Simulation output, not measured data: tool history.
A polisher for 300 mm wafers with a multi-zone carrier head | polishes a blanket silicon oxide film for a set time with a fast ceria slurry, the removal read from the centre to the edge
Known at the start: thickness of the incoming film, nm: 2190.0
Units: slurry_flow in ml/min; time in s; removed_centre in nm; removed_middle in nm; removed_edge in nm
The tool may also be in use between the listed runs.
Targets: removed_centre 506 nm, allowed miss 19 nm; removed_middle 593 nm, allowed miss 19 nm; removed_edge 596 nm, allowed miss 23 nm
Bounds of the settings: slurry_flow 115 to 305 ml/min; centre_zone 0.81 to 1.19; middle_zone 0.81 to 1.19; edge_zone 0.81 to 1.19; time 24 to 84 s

Run 1, hour 0: slurry_flow 195 ml/min, centre_zone 1, middle_zone 1, edge_zone 1, time 54 s. Result: removed_centre 864.45 nm, removed_middle 868.49 nm, removed_edge 868.89 nm.
Run 2, hour 6.2: slurry_flow 195 ml/min, centre_zone 1, middle_zone 1, edge_zone 0.94, time 54 s. Result: removed_centre 867.52 nm, removed_middle 877.53 nm, removed_edge 842.28 nm.
Run 3, hour 6.8: slurry_flow 195 ml/min, centre_zone 1, middle_zone 0.94, edge_zone 0.94, time 54 s. Result: removed_centre 880.37 nm, removed_middle 837.4 nm, removed_edge 845.96 nm.
Run 4, hour 11.8: slurry_flow 195 ml/min, centre_zone 1.06, middle_zone 0.94, edge_zone 0.94, time 54 s. Result: removed_centre 939.1 nm, removed_middle 830.52 nm, removed_edge 839.69 nm.
Run 5, hour 18.7: slurry_flow 240 ml/min, centre_zone 1.06, middle_zone 0.94, edge_zone 0.94, time 54 s. Result: removed_centre 946.7 nm, removed_middle 849.66 nm, removed_edge 862.33 nm.
Run 6, hour 26: slurry_flow 240 ml/min, centre_zone 0.99, middle_zone 0.94, edge_zone 0.94, time 48 s. Result: removed_centre 796.68 nm, removed_middle 777.95 nm, removed_edge 772.54 nm.
Run 7, hour 29.6: slurry_flow 185 ml/min, centre_zone 0.89, middle_zone 0.89, edge_zone 0.94, time 34 s. Result: removed_centre 486.35 nm, removed_middle 512.71 nm, removed_edge 536.68 nm.
Run 8, hour 36.9: slurry_flow 205 ml/min, centre_zone 0.88, middle_zone 0.91, edge_zone 0.96, time 34 s. Result: removed_centre 485.9 nm, removed_middle 527.66 nm, removed_edge 532.39 nm.
Run 9, hour 39.6: slurry_flow 205 ml/min, centre_zone 0.87, middle_zone 0.93, edge_zone 1, time 35 s. Result: removed_centre 497.84 nm, removed_middle 542.18 nm, removed_edge 557.19 nm.

4 next moves are on the table. One of them brings every result within its allowed miss. Which?
Run A, hour 42.3: slurry_flow 170 ml/min, centre_zone 0.83, middle_zone 0.95, edge_zone 0.94, time 38 s. Result: removed_centre ?, removed_middle ?, removed_edge ?.
Run B, hour 42.3: slurry_flow 205 ml/min, centre_zone 0.84, middle_zone 0.9, edge_zone 1.04, time 39 s. Result: removed_centre ?, removed_middle ?, removed_edge ?.
Run C, hour 42.3: slurry_flow 265 ml/min, centre_zone 0.81, middle_zone 1.04, edge_zone 0.93, time 37 s. Result: removed_centre ?, removed_middle ?, removed_edge ?.
Run D, hour 42.3: slurry_flow 230 ml/min, centre_zone 0.9, middle_zone 0.96, edge_zone 1.01, time 34 s. Result: removed_centre ?, removed_middle ?, removed_edge ?.

move  removed_centre  removed_middle  removed_edge
   A          502.85          583.24        588.25
   B          534.63          589.45        636.87
   C          503.61          633.14        590.12
   D           506.6          542.89        553.67
A: meets every target
B: brings the result that was furthest off to its target, and leaves another outside
C: takes the result that was furthest off past its target
D: as far off as the last run
Move A is the one to make.
